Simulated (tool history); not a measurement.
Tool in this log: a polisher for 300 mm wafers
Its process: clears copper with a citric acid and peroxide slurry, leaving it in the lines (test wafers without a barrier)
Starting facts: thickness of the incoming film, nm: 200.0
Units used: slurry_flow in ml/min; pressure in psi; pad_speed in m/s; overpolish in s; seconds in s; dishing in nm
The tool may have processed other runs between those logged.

Run 1, hour 0.0: slurry_flow 140 ml/min, pressure 2.3 psi, pad_speed 1.22 m/s, slurry_solids 1.0, overpolish 25 s. Result: seconds 82.782 s, dishing 41.542 nm.
Run 2, hour 2.0: slurry_flow 145 ml/min, pressure 2.3 psi, pad_speed 1.22 m/s, slurry_solids 1.0, overpolish 28 s. Result: seconds 81.629 s, dishing 44.142 nm.
Run 3, hour 2.6: slurry_flow 160 ml/min, pressure 2.3 psi, pad_speed 1.22 m/s, slurry_solids 1.0, overpolish 28 s. Result: seconds 80.559 s, dishing 44.835 nm.
Run 4, hour 4.7: slurry_flow 160 ml/min, pressure 1.8 psi, pad_speed 1.22 m/s, slurry_solids 1.0, overpolish 28 s. Result: seconds 102.550 s, dishing 37.914 nm.
Run 5, hour 8.3: slurry_flow 160 ml/min, pressure 1.5 psi, pad_speed 1.22 m/s, slurry_solids 1.0, overpolish 28 s. Result: seconds 119.340 s, dishing 33.013 nm.
Run 6, hour 13.6: slurry_flow 160 ml/min, pressure 1.7 psi, pad_speed 1.22 m/s, slurry_solids 1.0, overpolish 31 s. Result: seconds 106.210 s, dishing 40.920 nm.
Run 7, hour 14.7: slurry_flow 160 ml/min, pressure 1.8 psi, pad_speed 1.22 m/s, slurry_solids 1.0, overpolish 33 s. Result: seconds 100.450 s, dishing 43.053 nm.
Run 8, hour 21.2: slurry_flow 160 ml/min, pressure 1.9 psi, pad_speed 1.22 m/s, slurry_solids 1.0, overpolish 35 s. Result: seconds 97.169 s, dishing 47.719 nm.

Estimate the outcome of run 9 from the log above:
Run 9, hour 27.9: slurry_flow 185 ml/min, pressure 2.4 psi, pad_speed 1.22 m/s, slurry_solids 1.0, overpolish 39 s. Result: seconds ?, dishing ?.

Logged for run 9: seconds 74.926 s, dishing 61.167 nm.
